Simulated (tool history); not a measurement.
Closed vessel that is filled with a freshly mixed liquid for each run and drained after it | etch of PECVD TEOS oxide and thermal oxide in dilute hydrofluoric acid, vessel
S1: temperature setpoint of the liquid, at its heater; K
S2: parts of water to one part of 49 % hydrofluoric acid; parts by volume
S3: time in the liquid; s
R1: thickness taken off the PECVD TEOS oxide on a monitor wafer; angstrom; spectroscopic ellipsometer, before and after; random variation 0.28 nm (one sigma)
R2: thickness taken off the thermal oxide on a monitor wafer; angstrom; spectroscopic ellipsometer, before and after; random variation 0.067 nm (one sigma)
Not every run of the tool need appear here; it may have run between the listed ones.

run 1 hour=0 | S1=296.15 S2=165 S3=365 | R1=447.61 R2=102.72
run 2 hour=1 | S1=297.15 S2=165 S3=365 | R1=463.67 R2=106.21
run 3 hour=4.8 | S1=297.15 S2=140 S3=365 | R1=563.93 R2=128.65
run 4 hour=7.4 | S1=299.65 S2=140 S3=365 | R1=623.03 R2=142.45
run 5 hour=13.9 | S1=299.15 S2=140 S3=365 | R1=607.7 R2=139.8
run 6 hour=16.4 | S1=298.65 S2=140 S3=365 | R1=592.98 R2=136.67
run 7 hour=24.7 | S1=298.15 S2=140 S3=365 | R1=584.87 R2=134.42

Run 8 has not been measured yet. What should we expect?
run 8 hour=28.8 | S1=297.65 S2=140 S3=365 | R1=? R2=?

For run 8 the tool returned R1 564.74 angstrom, R2 132.93 angstrom.
